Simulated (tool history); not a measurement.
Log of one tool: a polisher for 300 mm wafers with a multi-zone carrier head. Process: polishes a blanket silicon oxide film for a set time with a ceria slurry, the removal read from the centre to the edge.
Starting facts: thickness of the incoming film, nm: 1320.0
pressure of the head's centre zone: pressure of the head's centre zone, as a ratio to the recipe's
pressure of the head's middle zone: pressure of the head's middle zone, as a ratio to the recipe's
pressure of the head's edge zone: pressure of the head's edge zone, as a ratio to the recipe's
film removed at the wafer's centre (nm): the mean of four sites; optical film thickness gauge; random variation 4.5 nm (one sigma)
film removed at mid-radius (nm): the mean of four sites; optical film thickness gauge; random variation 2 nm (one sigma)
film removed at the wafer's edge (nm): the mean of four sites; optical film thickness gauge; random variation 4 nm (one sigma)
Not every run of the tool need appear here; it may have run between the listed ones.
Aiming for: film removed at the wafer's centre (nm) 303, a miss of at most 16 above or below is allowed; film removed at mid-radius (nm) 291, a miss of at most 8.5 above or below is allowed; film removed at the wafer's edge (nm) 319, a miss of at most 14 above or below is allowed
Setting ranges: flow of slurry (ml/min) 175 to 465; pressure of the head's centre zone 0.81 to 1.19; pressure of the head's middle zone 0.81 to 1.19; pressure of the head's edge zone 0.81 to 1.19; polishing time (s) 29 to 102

run,hour,flow of slurry (ml/min),pressure of the head's centre zone,pressure of the head's middle zone,pressure of the head's edge zone,polishing time (s),film removed at the wafer's centre (nm),film removed at mid-radius (nm),film removed at the wafer's edge (nm)
1,0,295,1,1,1,65,464.88,481.27,479.48
2,6,290,0.98,0.96,0.98,58,408.6,413.56,427.5
3,7.6,285,0.97,0.93,0.95,53,365.9,367.72,393.84
4,14.1,285,0.97,0.93,0.95,61,431.16,422.56,435.77
5,21.8,285,0.97,0.93,1.01,61,415.45,421.38,453.69
6,26.5,280,0.96,0.91,0.97,56,376.58,385.18,421.25
7,28.2,285,0.96,0.9,0.94,52,362.26,352.5,377.03
8,36.7,285,0.94,0.88,0.92,50,337.17,329.93,354.41
9,44.2,285,0.93,0.86,0.91,49,323.68,324.02,345.51
10,49.2,280,0.93,0.85,0.9,48,320.18,312.69,331.7
11,51.6,275,0.93,0.84,0.9,47,310.61,303.81,331.78

Which single option among these 5 for the next run brings every result within its allowed miss of target? Just one does.
A,54,310,0.93,0.84,0.9,45,?,?,?
B,54,340,0.93,0.99,0.81,45,?,?,?
C,54,285,1.03,0.81,0.81,47,?,?,?
D,54,270,0.96,0.91,0.87,48,?,?,?
E,54,310,0.91,0.89,0.81,48,?,?,?

move,film removed at the wafer's centre (nm),film removed at mid-radius (nm),film removed at the wafer's edge (nm)
A,309.01,292.66,321.53
B,312.39,333.81,308.3
C,350.45,294.9,318.25
D,333.62,326.02,333.47
E,323.32,325.79,326.98
A: in spec on every target
B: its largest miss is bigger than the last run's
C: the furthest-off result lands on target, but another misses its tolerance
D: its largest miss is bigger than the last run's
E: its largest miss is bigger than the last run's
Correct choice: A, which meets every target
